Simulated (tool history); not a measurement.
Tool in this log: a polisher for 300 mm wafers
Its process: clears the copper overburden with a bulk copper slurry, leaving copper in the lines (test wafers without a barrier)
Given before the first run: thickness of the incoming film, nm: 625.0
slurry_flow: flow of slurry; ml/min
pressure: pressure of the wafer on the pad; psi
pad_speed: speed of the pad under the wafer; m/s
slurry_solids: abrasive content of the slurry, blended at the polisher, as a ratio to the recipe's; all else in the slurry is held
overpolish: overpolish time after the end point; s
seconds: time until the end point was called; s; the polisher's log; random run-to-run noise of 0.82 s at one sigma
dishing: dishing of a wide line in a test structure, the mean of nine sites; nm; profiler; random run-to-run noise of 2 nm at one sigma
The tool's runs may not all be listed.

run 1 hour=0 | slurry_flow=145 pressure=2.1 pad_speed=1.14 slurry_solids=1 overpolish=21 | seconds=89.238 dishing=78.76
run 2 hour=2.6 | slurry_flow=145 pressure=2.1 pad_speed=1.14 slurry_solids=0.9 overpolish=21 | seconds=93.128 dishing=78.803
run 3 hour=6 | slurry_flow=145 pressure=2.1 pad_speed=1.14 slurry_solids=0.75 overpolish=21 | seconds=96.974 dishing=75.93
run 4 hour=7 | slurry_flow=145 pressure=2.1 pad_speed=1.4 slurry_solids=0.75 overpolish=21 | seconds=78.811 dishing=89.163
run 5 hour=11.7 | slurry_flow=150 pressure=2.1 pad_speed=1.4 slurry_solids=0.75 overpolish=22 | seconds=76.845 dishing=90.588
run 6 hour=15.9 | slurry_flow=150 pressure=2.1 pad_speed=1.4 slurry_solids=0.75 overpolish=24 | seconds=77.659 dishing=94.229
run 7 hour=18.3 | slurry_flow=150 pressure=2.1 pad_speed=1.4 slurry_solids=0.75 overpolish=25 | seconds=76.833 dishing=97.109

The next listed run, before its measurement:
run 8 hour=21 | slurry_flow=150 pressure=2.1 pad_speed=1.4 slurry_solids=0.75 overpolish=26 | seconds=? dishing=?

Run 8 came out at seconds 78.132 s, dishing 100.89 nm.

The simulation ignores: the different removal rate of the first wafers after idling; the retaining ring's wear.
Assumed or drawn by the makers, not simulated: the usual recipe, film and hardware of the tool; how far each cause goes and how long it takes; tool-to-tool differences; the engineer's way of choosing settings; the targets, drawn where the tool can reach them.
